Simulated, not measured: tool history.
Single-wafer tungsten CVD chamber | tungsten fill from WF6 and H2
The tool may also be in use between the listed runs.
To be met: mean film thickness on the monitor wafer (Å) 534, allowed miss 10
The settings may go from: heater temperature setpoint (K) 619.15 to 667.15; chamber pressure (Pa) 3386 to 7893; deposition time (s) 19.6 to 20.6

| run | day | heater temperature setpoint (K) | chamber pressure (Pa) | deposition time (s) | mean film thickness on the monitor wafer (Å) |
|---|---|---|---|---|---|
| 1 | 0 | 643.15 | 5640 | 20.6 | 395.72 |
| 2 | 0.05 | 654.15 | 5640 | 20.6 | 484.09 |
| 3 | 0.338 | 654.15 | 5640 | 19.6 | 459.58 |
| 4 | 0.662 | 661.15 | 5640 | 19.6 | 520.24 |
| 5 | 0.712 | 661.15 | 6519 | 19.6 | 557.9 |
| 6 | 0.804 | 661.15 | 6519 | 20.6 | 587.3 |
| 7 | 0.867 | 661.15 | 6519 | 20.6 | 581.3 |
| 8 | 1.004 | 660.15 | 6519 | 20.6 | 574.03 |
| 9 | 1.062 | 659.15 | 6519 | 20.6 | 563.05 |
| 10 | 1.246 | 658.15 | 6519 | 20.6 | 552.7 |
| 11 | 1.438 | 657.15 | 6519 | 20.6 | 545.64 |

4 next moves are on the table. One of them brings every result within its allowed miss. Which?
| A | 1.629 | 654.15 | 7319 | 20 | ? |
| B | 1.629 | 663.15 | 5773 | 20.3 | ? |
| C | 1.629 | 654.15 | 6359 | 20.6 | ? |
| D | 1.629 | 656.15 | 7266 | 20.4 | ? |

| move | mean film thickness on the monitor wafer (Å) |
|---|---|
| A | 531.77 |
| B | 561.86 |
| C | 511.3 |
| D | 560.06 |
A: meets every target
B: further off than the last run
C: takes the result that was furthest off past its target
D: further off than the last run
Answer: A
